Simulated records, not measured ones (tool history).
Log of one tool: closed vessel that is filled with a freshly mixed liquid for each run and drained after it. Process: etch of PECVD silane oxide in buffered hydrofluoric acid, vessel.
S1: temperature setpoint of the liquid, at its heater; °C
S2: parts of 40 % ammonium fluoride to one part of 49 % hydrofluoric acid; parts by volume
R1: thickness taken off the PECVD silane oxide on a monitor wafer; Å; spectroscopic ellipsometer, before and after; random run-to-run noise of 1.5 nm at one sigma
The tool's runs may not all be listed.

run 1 hour=0.0 | S1=22.0 S2=7.5 time_in_the_liquid_(s)=105 | R1=3590.3
run 2 hour=8.7 | S1=22.5 S2=7.5 time_in_the_liquid_(s)=105 | R1=3674.9
run 3 hour=16.1 | S1=21.0 S2=7.5 time_in_the_liquid_(s)=105 | R1=3396.2
run 4 hour=19.6 | S1=21.0 S2=7.5 time_in_the_liquid_(s)=110 | R1=3576.7
run 5 hour=22.0 | S1=21.0 S2=7.5 time_in_the_liquid_(s)=110 | R1=3565.3
run 6 hour=27.1 | S1=18.0 S2=7.5 time_in_the_liquid_(s)=110 | R1=3014.0
run 7 hour=31.3 | S1=19.5 S2=7.5 time_in_the_liquid_(s)=110 | R1=3283.3

Run 8, settings as shown, results not yet in. Your forecast:
-- hour=38.0 hydrofluoric acid flow meter replaced
run 8 hour=38.0 | S1=23.5 S2=7.5 time_in_the_liquid_(s)=110 | R1=?

Run 8 produced R1 3878.4 Å.
